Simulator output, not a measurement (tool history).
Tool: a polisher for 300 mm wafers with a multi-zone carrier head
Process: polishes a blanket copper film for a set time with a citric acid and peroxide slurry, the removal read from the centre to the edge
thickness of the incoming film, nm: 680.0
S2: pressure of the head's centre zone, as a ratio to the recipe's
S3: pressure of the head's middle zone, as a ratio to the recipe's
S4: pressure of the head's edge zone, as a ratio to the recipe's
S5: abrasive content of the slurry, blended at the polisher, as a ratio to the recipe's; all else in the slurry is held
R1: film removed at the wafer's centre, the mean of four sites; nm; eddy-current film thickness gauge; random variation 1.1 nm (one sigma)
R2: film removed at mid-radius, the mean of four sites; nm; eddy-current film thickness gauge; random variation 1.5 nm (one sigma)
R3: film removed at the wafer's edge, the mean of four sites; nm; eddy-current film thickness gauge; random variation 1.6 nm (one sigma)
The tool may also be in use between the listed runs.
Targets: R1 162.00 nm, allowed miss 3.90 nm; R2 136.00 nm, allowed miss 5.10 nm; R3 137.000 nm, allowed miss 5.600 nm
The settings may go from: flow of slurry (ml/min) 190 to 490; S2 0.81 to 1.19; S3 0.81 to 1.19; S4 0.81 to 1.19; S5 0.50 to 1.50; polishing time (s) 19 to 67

run 1 hour=0.0 | flow_of_slurry_(ml/min)=315 S2=1.00 S3=1.00 S4=1.00 S5=1.00 polishing_time_(s)=43 | R1=102.99 R2=101.78 R3=97.137
run 2 hour=4.5 | flow_of_slurry_(ml/min)=315 S2=1.00 S3=1.00 S4=1.07 S5=1.00 polishing_time_(s)=43 | R1=102.29 R2=104.65 R3=99.997
run 3 hour=13.1 | flow_of_slurry_(ml/min)=320 S2=1.02 S3=0.99 S4=1.08 S5=1.05 polishing_time_(s)=44 | R1=107.99 R2=105.21 R3=107.200
run 4 hour=19.4 | flow_of_slurry_(ml/min)=325 S2=1.04 S3=1.00 S4=1.07 S5=1.10 polishing_time_(s)=45 | R1=115.18 R2=109.02 R3=110.260
-- hour=22.0 worn pad replaced by a new one
run 5 hour=22.0 | flow_of_slurry_(ml/min)=365 S2=1.04 S3=1.00 S4=1.07 S5=1.10 polishing_time_(s)=45 | R1=131.37 R2=126.44 R3=124.550
run 6 hour=26.8 | flow_of_slurry_(ml/min)=370 S2=1.05 S3=0.99 S4=1.06 S5=1.10 polishing_time_(s)=45 | R1=131.00 R2=124.94 R3=120.490
run 7 hour=34.7 | flow_of_slurry_(ml/min)=380 S2=1.06 S3=0.98 S4=1.06 S5=1.10 polishing_time_(s)=45 | R1=135.10 R2=125.08 R3=125.100
run 8 hour=39.3 | flow_of_slurry_(ml/min)=390 S2=1.07 S3=0.97 S4=1.05 S5=1.10 polishing_time_(s)=45 | R1=135.71 R2=123.10 R3=120.670
run 9 hour=40.4 | flow_of_slurry_(ml/min)=400 S2=1.08 S3=0.97 S4=1.05 S5=1.10 polishing_time_(s)=45 | R1=137.78 R2=122.86 R3=125.130
run 10 hour=45.3 | flow_of_slurry_(ml/min)=410 S2=1.09 S3=0.97 S4=1.04 S5=1.10 polishing_time_(s)=45 | R1=138.42 R2=123.63 R3=123.610
run 11 hour=50.3 | flow_of_slurry_(ml/min)=420 S2=1.10 S3=0.97 S4=1.04 S5=1.10 polishing_time_(s)=45 | R1=139.32 R2=122.36 R3=126.240
run 12 hour=56.9 | flow_of_slurry_(ml/min)=425 S2=1.10 S3=0.97 S4=1.03 S5=1.10 polishing_time_(s)=45 | R1=140.83 R2=124.07 R3=125.400
run 13 hour=62.4 | flow_of_slurry_(ml/min)=430 S2=1.11 S3=0.97 S4=1.03 S5=1.10 polishing_time_(s)=45 | R1=142.49 R2=125.37 R3=125.670
run 14 hour=63.1 | flow_of_slurry_(ml/min)=435 S2=1.12 S3=0.97 S4=1.03 S5=1.10 polishing_time_(s)=45 | R1=145.04 R2=122.39 R3=123.540
run 15 hour=64.1 | flow_of_slurry_(ml/min)=440 S2=1.12 S3=0.97 S4=1.03 S5=1.10 polishing_time_(s)=45 | R1=144.29 R2=125.07 R3=122.180

Which of these 5 next moves meets every target?
run A hour=65.1 | flow_of_slurry_(ml/min)=455 S2=1.02 S3=0.84 S4=1.19 S5=1.15 polishing_time_(s)=44 | R1=? R2=? R3=?
run B hour=65.1 | flow_of_slurry_(ml/min)=490 S2=1.19 S3=1.19 S4=1.01 S5=1.05 polishing_time_(s)=37 | R1=? R2=? R3=?
run C hour=65.1 | flow_of_slurry_(ml/min)=455 S2=1.14 S3=0.93 S4=1.04 S5=1.10 polishing_time_(s)=50 | R1=? R2=? R3=?
run D hour=65.1 | flow_of_slurry_(ml/min)=445 S2=0.90 S3=0.98 S4=1.13 S5=1.05 polishing_time_(s)=50 | R1=? R2=? R3=?
run E hour=65.1 | flow_of_slurry_(ml/min)=425 S2=1.19 S3=0.82 S4=0.95 S5=0.90 polishing_time_(s)=49 | R1=? R2=? R3=?

move=A R1=128.79 R2=111.62 R3=132.520
move=B R1=125.02 R2=115.40 R3=100.710
move=C R1=162.30 R2=133.64 R3=139.230
move=D R1=126.55 R2=136.76 R3=143.570
move=E R1=158.72 R2=116.12 R3=125.220
A: further off than the last run
B: further off than the last run
C: meets every target
D: further off than the last run
E: brings the result that was furthest off to its target, and leaves another outside
The right move is C.
